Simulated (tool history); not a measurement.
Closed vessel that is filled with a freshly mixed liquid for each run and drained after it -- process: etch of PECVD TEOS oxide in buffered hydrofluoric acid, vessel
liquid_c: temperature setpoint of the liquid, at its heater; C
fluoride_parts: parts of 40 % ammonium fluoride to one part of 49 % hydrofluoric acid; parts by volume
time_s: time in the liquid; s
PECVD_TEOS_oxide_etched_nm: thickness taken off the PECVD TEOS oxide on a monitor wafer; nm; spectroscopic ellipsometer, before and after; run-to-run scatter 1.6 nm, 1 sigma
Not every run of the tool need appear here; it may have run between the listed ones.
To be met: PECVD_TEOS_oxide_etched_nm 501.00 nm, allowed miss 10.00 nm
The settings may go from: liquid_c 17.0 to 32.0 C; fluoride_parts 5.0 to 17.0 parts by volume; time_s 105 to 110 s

Run 1, day 0.000: liquid_c 24.0 C, fluoride_parts 10.5 parts by volume, time_s 105 s. Result: PECVD_TEOS_oxide_etched_nm 313.10 nm.
Run 2, day 0.050: liquid_c 24.0 C, fluoride_parts 8.0 parts by volume, time_s 105 s. Result: PECVD_TEOS_oxide_etched_nm 400.26 nm.
Run 3, day 0.371: liquid_c 25.0 C, fluoride_parts 8.0 parts by volume, time_s 105 s. Result: PECVD_TEOS_oxide_etched_nm 419.44 nm.
Run 4, day 0.679: liquid_c 25.0 C, fluoride_parts 8.0 parts by volume, time_s 105 s. Result: PECVD_TEOS_oxide_etched_nm 419.94 nm.
Run 5, day 0.825: liquid_c 25.0 C, fluoride_parts 6.0 parts by volume, time_s 105 s. Result: PECVD_TEOS_oxide_etched_nm 552.51 nm.
Run 6, day 1.183: liquid_c 25.0 C, fluoride_parts 5.0 parts by volume, time_s 105 s. Result: PECVD_TEOS_oxide_etched_nm 644.35 nm.
Run 7, day 1.538: liquid_c 23.5 C, fluoride_parts 5.0 parts by volume, time_s 105 s. Result: PECVD_TEOS_oxide_etched_nm 594.35 nm.
Run 8, day 1.617: liquid_c 23.5 C, fluoride_parts 5.0 parts by volume, time_s 105 s. Result: PECVD_TEOS_oxide_etched_nm 594.85 nm.
Run 9, day 1.888: liquid_c 22.5 C, fluoride_parts 5.0 parts by volume, time_s 105 s. Result: PECVD_TEOS_oxide_etched_nm 564.46 nm.

Consider the 5 candidate settings below. Which is the only one whose results all fall within their allowed miss of target?
Run A, day 2.158: liquid_c 21.0 C, fluoride_parts 5.5 parts by volume, time_s 105 s. Result: PECVD_TEOS_oxide_etched_nm ?.
Run B, day 2.158: liquid_c 23.5 C, fluoride_parts 5.0 parts by volume, time_s 110 s. Result: PECVD_TEOS_oxide_etched_nm ?.
Run C, day 2.158: liquid_c 20.5 C, fluoride_parts 5.0 parts by volume, time_s 110 s. Result: PECVD_TEOS_oxide_etched_nm ?.
Run D, day 2.158: liquid_c 23.5 C, fluoride_parts 6.5 parts by volume, time_s 110 s. Result: PECVD_TEOS_oxide_etched_nm ?.
Run E, day 2.158: liquid_c 19.5 C, fluoride_parts 5.0 parts by volume, time_s 105 s. Result: PECVD_TEOS_oxide_etched_nm ?.

move  PECVD_TEOS_oxide_etched_nm
   A                      480.15
   B                      625.59
   C                      530.30
   D                      500.29
   E                      478.71
A: the result that was furthest off in the last run now lies on the other side of its target
B: further off than the last run
C: gains on the last run, yet a result remains outside its allowed miss
D: hits every target within its allowed miss
E: the result that was furthest off in the last run now lies on the other side of its target
Correct choice: D, which meets every target
